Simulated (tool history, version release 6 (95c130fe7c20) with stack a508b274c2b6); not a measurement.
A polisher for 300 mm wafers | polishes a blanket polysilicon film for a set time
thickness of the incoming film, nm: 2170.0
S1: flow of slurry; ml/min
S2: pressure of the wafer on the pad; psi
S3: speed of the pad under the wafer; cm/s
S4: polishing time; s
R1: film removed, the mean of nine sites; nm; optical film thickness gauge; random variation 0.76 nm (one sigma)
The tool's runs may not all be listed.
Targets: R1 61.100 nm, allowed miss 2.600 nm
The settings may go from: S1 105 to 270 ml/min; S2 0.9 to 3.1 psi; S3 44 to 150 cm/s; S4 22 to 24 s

{"run": 1, "day": 0.0, "S1": 175, "S2": 2.0, "S3": 96, "S4": 24, "R1": 114.78}
{"run": 2, "day": 0.083, "S1": 175, "S2": 2.0, "S3": 96, "S4": 22, "R1": 107.4}
{"run": 3, "day": 0.258, "S1": 175, "S2": 1.9, "S3": 96, "S4": 22, "R1": 102.43}
{"run": 4, "day": 0.304, "S1": 175, "S2": 1.8, "S3": 96, "S4": 22, "R1": 98.728}
{"run": 5, "day": 0.375, "S1": 175, "S2": 1.7, "S3": 96, "S4": 22, "R1": 96.075}
{"run": 6, "day": 0.688, "S1": 175, "S2": 1.7, "S3": 96, "S4": 24, "R1": 104.02}
{"run": 7, "day": 0.929, "S1": 175, "S2": 1.6, "S3": 94, "S4": 24, "R1": 96.65}
{"run": 8, "day": 0.971, "S1": 175, "S2": 1.5, "S3": 92, "S4": 24, "R1": 90.881}
{"run": 9, "day": 1.05, "S1": 175, "S2": 1.4, "S3": 90, "S4": 24, "R1": 87.497}
{"run": 10, "day": 1.388, "S1": 175, "S2": 1.3, "S3": 88, "S4": 24, "R1": 79.499}

Which of these 4 next moves meets every target?
{"run": "A", "day": 1.725, "S1": 185, "S2": 0.9, "S3": 102, "S4": 23, "R1": "?"}
{"run": "B", "day": 1.725, "S1": 170, "S2": 1.9, "S3": 88, "S4": 24, "R1": "?"}
{"run": "C", "day": 1.725, "S1": 160, "S2": 1.3, "S3": 74, "S4": 22, "R1": "?"}
{"run": "D", "day": 1.725, "S1": 160, "S2": 1.3, "S3": 78, "S4": 23, "R1": "?"}

move=A R1=71.036
move=B R1=101.920
move=C R1=61.290
move=D R1=67.275
A: nearer than the last run, and not there yet
B: further off than the last run
C: meets every target
D: nearer than the last run, and not there yet
The right move is C.

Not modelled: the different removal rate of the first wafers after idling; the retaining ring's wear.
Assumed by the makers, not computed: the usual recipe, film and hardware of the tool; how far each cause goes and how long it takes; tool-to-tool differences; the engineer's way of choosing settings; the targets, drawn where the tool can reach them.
